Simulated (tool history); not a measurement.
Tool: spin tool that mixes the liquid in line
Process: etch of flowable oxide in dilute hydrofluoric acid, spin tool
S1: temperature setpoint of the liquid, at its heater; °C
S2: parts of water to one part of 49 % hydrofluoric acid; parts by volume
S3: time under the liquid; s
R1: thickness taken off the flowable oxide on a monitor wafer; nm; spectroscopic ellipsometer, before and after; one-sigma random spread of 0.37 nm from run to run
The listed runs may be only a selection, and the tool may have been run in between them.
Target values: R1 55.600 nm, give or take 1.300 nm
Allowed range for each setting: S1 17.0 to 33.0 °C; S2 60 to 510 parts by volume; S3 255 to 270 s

run 1 hour=0.0 | S1=25.0 S2=285 S3=255 | R1=24.339
run 2 hour=1.9 | S1=25.0 S2=285 S3=270 | R1=26.090
run 3 hour=5.7 | S1=27.0 S2=255 S3=270 | R1=32.527
run 4 hour=14.2 | S1=28.5 S2=235 S3=270 | R1=37.631
run 5 hour=16.2 | S1=28.5 S2=235 S3=255 | R1=35.374
run 6 hour=24.4 | S1=28.5 S2=285 S3=255 | R1=27.662
run 7 hour=31.9 | S1=29.5 S2=250 S3=255 | R1=34.143
run 8 hour=40.3 | S1=30.5 S2=230 S3=255 | R1=39.421
run 9 hour=43.4 | S1=31.0 S2=215 S3=255 | R1=43.240
run 10 hour=50.9 | S1=31.5 S2=205 S3=255 | R1=47.198
run 11 hour=51.8 | S1=32.0 S2=200 S3=255 | R1=49.454
run 12 hour=54.3 | S1=32.5 S2=195 S3=255 | R1=51.944
run 13 hour=60.2 | S1=32.5 S2=190 S3=255 | R1=53.860

Exactly one of the 4 candidate moves below puts every result within its allowed miss. Which one?
run A hour=66.1 | S1=28.0 S2=170 S3=270 | R1=?
run B hour=66.1 | S1=32.0 S2=200 S3=265 | R1=?
run C hour=66.1 | S1=31.5 S2=190 S3=260 | R1=?
run D hour=66.1 | S1=31.5 S2=185 S3=255 | R1=?

move=A R1=55.062
move=B R1=50.886
move=C R1=52.334
move=D R1=53.055
A: all results in spec
B: misses by more than the last run did
C: misses by more than the last run did
D: misses by more than the last run did
Correct choice: A, which meets every target
